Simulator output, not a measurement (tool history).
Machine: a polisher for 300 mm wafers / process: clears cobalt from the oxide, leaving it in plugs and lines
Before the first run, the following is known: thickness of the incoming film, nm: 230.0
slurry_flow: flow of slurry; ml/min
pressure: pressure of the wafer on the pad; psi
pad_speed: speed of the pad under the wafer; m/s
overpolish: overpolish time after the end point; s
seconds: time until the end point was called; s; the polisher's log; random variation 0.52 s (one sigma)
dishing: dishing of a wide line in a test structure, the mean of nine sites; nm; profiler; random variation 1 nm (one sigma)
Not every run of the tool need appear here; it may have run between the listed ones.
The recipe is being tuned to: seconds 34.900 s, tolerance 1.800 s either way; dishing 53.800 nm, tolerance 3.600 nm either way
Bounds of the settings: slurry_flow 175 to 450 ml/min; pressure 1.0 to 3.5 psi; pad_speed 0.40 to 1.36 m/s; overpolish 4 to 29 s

{"run": 1, "hour": 0.0, "slurry_flow": 290, "pressure": 2.2, "pad_speed": 0.88, "overpolish": 15, "seconds": 53.129, "dishing": 45.489}
{"run": 2, "hour": 6.9, "slurry_flow": 290, "pressure": 2.2, "pad_speed": 0.88, "overpolish": 9, "seconds": 53.796, "dishing": 30.344}
{"run": 3, "hour": 15.0, "slurry_flow": 230, "pressure": 2.2, "pad_speed": 0.88, "overpolish": 9, "seconds": 53.922, "dishing": 29.532}
{"run": 4, "hour": 20.2, "slurry_flow": 230, "pressure": 2.2, "pad_speed": 1.04, "overpolish": 9, "seconds": 48.829, "dishing": 33.171}
{"run": 5, "hour": 21.1, "slurry_flow": 230, "pressure": 2.2, "pad_speed": 1.04, "overpolish": 13, "seconds": 50.181, "dishing": 42.671}
{"run": 6, "hour": 26.2, "slurry_flow": 240, "pressure": 2.4, "pad_speed": 1.04, "overpolish": 13, "seconds": 45.186, "dishing": 47.26}
{"hour": 27.8, "done": "worn pad replaced by a new one"}
{"run": 7, "hour": 27.8, "slurry_flow": 245, "pressure": 2.6, "pad_speed": 1.04, "overpolish": 12, "seconds": 37.016, "dishing": 49.921}
{"run": 8, "hour": 28.4, "slurry_flow": 250, "pressure": 2.6, "pad_speed": 1.04, "overpolish": 12, "seconds": 37.163, "dishing": 47.801}

Exactly one of the 4 candidate moves below puts every result within its allowed miss. Which one?
{"run": "A", "hour": 29.0, "slurry_flow": 215, "pressure": 2.5, "pad_speed": 1.1, "overpolish": 12, "seconds": "?", "dishing": "?"}
{"run": "B", "hour": 29.0, "slurry_flow": 255, "pressure": 2.8, "pad_speed": 1.0, "overpolish": 9, "seconds": "?", "dishing": "?"}
{"run": "C", "hour": 29.0, "slurry_flow": 260, "pressure": 2.7, "pad_speed": 1.02, "overpolish": 8, "seconds": "?", "dishing": "?"}
{"run": "D", "hour": 29.0, "slurry_flow": 260, "pressure": 2.8, "pad_speed": 1.02, "overpolish": 13, "seconds": "?", "dishing": "?"}

move=A seconds=37.997 dishing=50.156
move=B seconds=35.758 dishing=43.005
move=C seconds=36.456 dishing=38.938
move=D seconds=35.185 dishing=55.269
A: just as far off the targets as the last run
B: the biggest miss grows against the last run
C: the biggest miss grows against the last run
D: every result lands within tolerance
D meets every target.

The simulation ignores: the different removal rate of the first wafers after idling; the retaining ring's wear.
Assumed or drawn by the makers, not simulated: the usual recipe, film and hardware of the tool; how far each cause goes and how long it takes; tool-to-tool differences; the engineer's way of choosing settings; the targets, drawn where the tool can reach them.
